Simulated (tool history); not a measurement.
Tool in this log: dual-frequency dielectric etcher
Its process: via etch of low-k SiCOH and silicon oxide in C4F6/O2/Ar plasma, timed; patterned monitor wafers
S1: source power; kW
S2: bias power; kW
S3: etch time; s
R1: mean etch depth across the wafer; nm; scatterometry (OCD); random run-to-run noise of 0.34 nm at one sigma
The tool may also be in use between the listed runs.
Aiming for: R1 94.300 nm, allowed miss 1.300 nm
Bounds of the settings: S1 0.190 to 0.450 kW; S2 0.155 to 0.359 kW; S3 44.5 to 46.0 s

run	day	S1	S2	S3	R1
1	0.000	0.320	0.257	44.5	106.530
2	0.183	0.320	0.257	44.5	106.260
3	0.438	0.320	0.274	44.5	109.370
4	0.721	0.340	0.274	44.5	110.680
5	0.854	0.320	0.268	44.5	108.360
6	0.933	0.300	0.268	44.5	106.740
7	1.271	0.280	0.262	44.5	103.400
8	1.508	0.270	0.260	44.5	101.610
9	1.658	0.260	0.259	44.5	100.050
10	1.808	0.250	0.258	44.5	98.882

Next run, 4 choices. One meets every target within its allowed miss, the rest don't. Which?
A	1.958	0.240	0.244	45.0	?
B	1.958	0.290	0.235	45.5	?
C	1.958	0.190	0.271	44.5	?
D	1.958	0.250	0.262	45.0	?

move	R1
A	96.691
B	101.080
C	94.799
D	101.130
A: moves toward the targets from the last run without getting all of them in spec
B: its largest miss is bigger than the last run's
C: every result lands within tolerance
D: its largest miss is bigger than the last run's
Move C is the one to make.
